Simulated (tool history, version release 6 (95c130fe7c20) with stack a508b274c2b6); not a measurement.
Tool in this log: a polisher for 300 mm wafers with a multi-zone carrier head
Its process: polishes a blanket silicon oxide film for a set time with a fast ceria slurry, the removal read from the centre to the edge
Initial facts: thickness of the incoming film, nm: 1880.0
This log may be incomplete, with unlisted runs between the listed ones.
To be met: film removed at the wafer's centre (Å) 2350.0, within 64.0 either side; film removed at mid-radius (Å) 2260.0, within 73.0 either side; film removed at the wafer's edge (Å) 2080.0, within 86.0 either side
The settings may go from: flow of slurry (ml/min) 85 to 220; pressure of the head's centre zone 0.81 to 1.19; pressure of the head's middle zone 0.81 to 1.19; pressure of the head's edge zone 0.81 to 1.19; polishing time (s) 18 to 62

run	hour	flow of slurry (ml/min)	pressure of the head's centre zone	pressure of the head's middle zone	pressure of the head's edge zone	polishing time (s)	film removed at the wafer's centre (Å)	film removed at mid-radius (Å)	film removed at the wafer's edge (Å)
1	0.0	140	1.00	1.00	1.00	40	3389.8	3503.2	3408.6
2	6.2	140	1.01	0.99	0.95	35	3025.2	3017.2	2954.4
3	14.2	140	1.01	0.99	0.95	25	2167.2	2169.4	2076.2
4	22.0	120	1.01	0.99	0.95	25	2059.1	2066.2	2071.6
5	23.9	120	0.94	0.99	0.95	25	1952.2	2078.0	2057.2
# hour 31.6: slurry nozzle cleaned
6	31.6	120	0.94	0.94	0.95	25	2036.7	2072.5	2142.6
7	38.3	135	0.96	0.95	0.93	25	2080.3	2142.3	2109.5
8	41.0	145	0.99	0.95	0.92	25	2209.0	2163.8	2131.0

Which of these 5 next moves meets every target?
A	43.7	180	1.01	0.99	0.88	24	?	?	?
B	43.7	155	1.04	1.00	0.87	25	?	?	?
C	43.7	145	0.92	1.00	0.94	24	?	?	?
D	43.7	135	0.89	0.92	0.93	27	?	?	?
E	43.7	140	1.12	1.04	0.84	25	?	?	?

move	film removed at the wafer's centre (Å)	film removed at mid-radius (Å)	film removed at the wafer's edge (Å)
A	2233.1	2242.3	2067.0
B	2336.9	2303.9	2108.8
C	1959.1	2189.7	2075.0
D	2102.1	2270.6	2306.9
E	2472.7	2342.4	2053.8
A: closes in on the targets versus the last run, not all within tolerance yet
B: all results in spec
C: the biggest miss grows against the last run
D: the biggest miss grows against the last run
E: takes the result that was furthest off past its target
The right move is B.

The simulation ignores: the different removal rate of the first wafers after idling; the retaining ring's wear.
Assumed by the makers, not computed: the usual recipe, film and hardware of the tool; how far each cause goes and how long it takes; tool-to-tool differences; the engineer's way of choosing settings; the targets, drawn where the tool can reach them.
